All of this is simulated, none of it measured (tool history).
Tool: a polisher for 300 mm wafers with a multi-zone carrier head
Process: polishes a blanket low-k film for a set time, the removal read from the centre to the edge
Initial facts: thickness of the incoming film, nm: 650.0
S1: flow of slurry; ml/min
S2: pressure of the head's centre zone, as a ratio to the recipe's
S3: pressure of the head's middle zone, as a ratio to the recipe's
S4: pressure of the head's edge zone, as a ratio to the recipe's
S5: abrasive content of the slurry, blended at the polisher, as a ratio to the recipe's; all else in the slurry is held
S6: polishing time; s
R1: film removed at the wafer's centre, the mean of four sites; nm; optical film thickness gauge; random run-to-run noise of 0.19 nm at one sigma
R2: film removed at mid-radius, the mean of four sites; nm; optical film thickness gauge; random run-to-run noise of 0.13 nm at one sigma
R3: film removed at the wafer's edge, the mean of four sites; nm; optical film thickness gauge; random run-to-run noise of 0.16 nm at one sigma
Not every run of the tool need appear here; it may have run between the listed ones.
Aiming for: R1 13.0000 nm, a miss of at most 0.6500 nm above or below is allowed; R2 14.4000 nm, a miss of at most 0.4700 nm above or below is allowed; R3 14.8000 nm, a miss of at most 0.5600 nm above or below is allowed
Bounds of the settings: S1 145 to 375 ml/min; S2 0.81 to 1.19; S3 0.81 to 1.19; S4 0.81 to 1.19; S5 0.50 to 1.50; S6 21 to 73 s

Run 1, hour 0.0: S1 240 ml/min, S2 1.00, S3 1.00, S4 1.00, S5 1.00, S6 47 s. Result: R1 24.2920 nm, R2 23.4540 nm, R3 22.6650 nm.
Run 2, hour 7.1: S1 240 ml/min, S2 1.00, S3 1.00, S4 1.05, S5 1.00, S6 47 s. Result: R1 24.9320 nm, R2 23.3710 nm, R3 22.6500 nm.
Run 3, hour 14.0: S1 195 ml/min, S2 1.00, S3 1.00, S4 1.05, S5 1.00, S6 47 s. Result: R1 23.2860 nm, R2 22.2500 nm, R3 23.0960 nm.
Run 4, hour 16.7: S1 200 ml/min, S2 0.97, S3 0.99, S4 1.04, S5 0.90, S6 46 s. Result: R1 21.4690 nm, R2 20.8390 nm, R3 21.0390 nm.
Run 5, hour 24.7: S1 200 ml/min, S2 0.97, S3 0.99, S4 1.04, S5 0.95, S6 46 s. Result: R1 21.2980 nm, R2 21.6570 nm, R3 21.8680 nm.
Run 6, hour 28.8: S1 200 ml/min, S2 0.95, S3 0.98, S4 1.04, S5 0.90, S6 45 s. Result: R1 20.4940 nm, R2 20.1580 nm, R3 20.6380 nm.
At hour 30.5: centre zone pressure recalibrated.
Run 7, hour 30.5: S1 195 ml/min, S2 0.93, S3 0.98, S4 1.03, S5 0.85, S6 44 s. Result: R1 17.7330 nm, R2 18.8890 nm, R3 19.5900 nm.
Run 8, hour 39.1: S1 205 ml/min, S2 0.92, S3 0.97, S4 1.02, S5 0.80, S6 44 s. Result: R1 16.8310 nm, R2 18.2560 nm, R3 19.0960 nm.
Run 9, hour 47.6: S1 215 ml/min, S2 0.92, S3 0.97, S4 1.01, S5 0.75, S6 43 s. Result: R1 15.9720 nm, R2 17.2360 nm, R3 17.4260 nm.
Run 10, hour 53.9: S1 220 ml/min, S2 0.92, S3 0.96, S4 0.99, S5 0.75, S6 43 s. Result: R1 15.8750 nm, R2 17.2020 nm, R3 17.7540 nm.
Run 11, hour 60.6: S1 225 ml/min, S2 0.92, S3 0.96, S4 0.98, S5 0.70, S6 43 s. Result: R1 15.1710 nm, R2 16.5230 nm, R3 16.8950 nm.
Run 12, hour 67.5: S1 230 ml/min, S2 0.92, S3 0.95, S4 0.97, S5 0.70, S6 43 s. Result: R1 15.3500 nm, R2 16.5130 nm, R3 16.3530 nm.
Run 13, hour 75.5: S1 230 ml/min, S2 0.91, S3 0.93, S4 0.96, S5 0.70, S6 43 s. Result: R1 15.6810 nm, R2 15.7650 nm, R3 16.5320 nm.
Run 14, hour 80.9: S1 230 ml/min, S2 0.91, S3 0.93, S4 0.96, S5 0.70, S6 43 s. Result: R1 15.1350 nm, R2 16.1090 nm, R3 16.6620 nm.
Run 15, hour 85.9: S1 230 ml/min, S2 0.90, S3 0.92, S4 0.95, S5 0.70, S6 43 s. Result: R1 15.3010 nm, R2 16.0510 nm, R3 16.6730 nm.
Run 16, hour 90.0: S1 200 ml/min, S2 0.82, S3 0.91, S4 0.91, S5 0.50, S6 43 s. Result: R1 10.5180 nm, R2 12.1180 nm, R3 12.6780 nm.

5 candidate next runs follow, results not yet known. Just one meets every target within its allowed miss. Identify it.
Run A, hour 94.1: S1 245 ml/min, S2 0.95, S3 0.83, S4 0.81, S5 0.50, S6 34 s. Result: R1 ?, R2 ?, R3 ?.
Run B, hour 94.1: S1 205 ml/min, S2 0.86, S3 0.91, S4 0.83, S5 0.50, S6 49 s. Result: R1 ?, R2 ?, R3 ?.
Run C, hour 94.1: S1 170 ml/min, S2 0.86, S3 0.92, S4 0.87, S5 0.50, S6 53 s. Result: R1 ?, R2 ?, R3 ?.
Run D, hour 94.1: S1 270 ml/min, S2 1.00, S3 1.06, S4 0.94, S5 0.60, S6 38 s. Result: R1 ?, R2 ?, R3 ?.
Run E, hour 94.1: S1 210 ml/min, S2 1.09, S3 0.82, S4 0.81, S5 0.55, S6 38 s. Result: R1 ?, R2 ?, R3 ?.

move       R1       R2       R3
   A   9.7585   8.9552   9.7685
   B  12.3950  13.6030  13.9280
   C  12.9630  14.4080  14.9710
   D  13.4490  14.3300  13.3480
   E  13.2320  10.4860  11.6200
A: further off than the last run
B: closes in on the targets versus the last run, not all within tolerance yet
C: each result inside its tolerance
D: brings the last run's worst result on target, with another outside its allowed miss
E: further off than the last run
So the answer is move C, the one that meets all the targets.
